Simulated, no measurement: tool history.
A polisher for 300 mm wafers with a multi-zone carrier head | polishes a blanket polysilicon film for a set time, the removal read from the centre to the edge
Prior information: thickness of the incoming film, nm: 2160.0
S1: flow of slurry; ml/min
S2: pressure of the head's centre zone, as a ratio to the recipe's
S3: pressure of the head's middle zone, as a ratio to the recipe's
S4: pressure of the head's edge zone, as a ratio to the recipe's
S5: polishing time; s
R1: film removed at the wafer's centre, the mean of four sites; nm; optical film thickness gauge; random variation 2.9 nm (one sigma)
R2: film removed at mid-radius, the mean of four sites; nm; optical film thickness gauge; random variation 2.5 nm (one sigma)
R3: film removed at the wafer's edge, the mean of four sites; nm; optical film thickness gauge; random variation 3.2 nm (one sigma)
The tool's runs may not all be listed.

| run | day | S1 | S2 | S3 | S4 | S5 | R1 | R2 | R3 |
|---|---|---|---|---|---|---|---|---|---|
| 1 | 0 | 270 | 1 | 1 | 1 | 71 | 374.34 | 376.53 | 369.87 |
| 2 | 0.083 | 270 | 1 | 1 | 1 | 61 | 320.53 | 316.03 | 328.42 |
| 3 | 0.167 | 205 | 1 | 1 | 1 | 61 | 321.74 | 310.41 | 322.32 |
| 4 | 0.25 | 205 | 0.99 | 0.99 | 0.98 | 60 | 300.14 | 307.63 | 319.96 |
| 5 | 0.558 | 205 | 1 | 0.99 | 0.97 | 58 | 297.24 | 294.94 | 300.28 |
| 6 | 0.892 | 205 | 1.08 | 0.99 | 0.97 | 58 | 321.61 | 296.88 | 302.86 |
| 7 | 0.967 | 205 | 1.08 | 0.99 | 0.97 | 58 | 323.31 | 297.01 | 302.23 |

The next listed run, before its measurement:
| 8 | 1.208 | 205 | 1.07 | 0.98 | 0.96 | 57 | ? | ? | ? |

R1: 312.04 nm
R2: 288.54 nm
R3: 293.75 nm
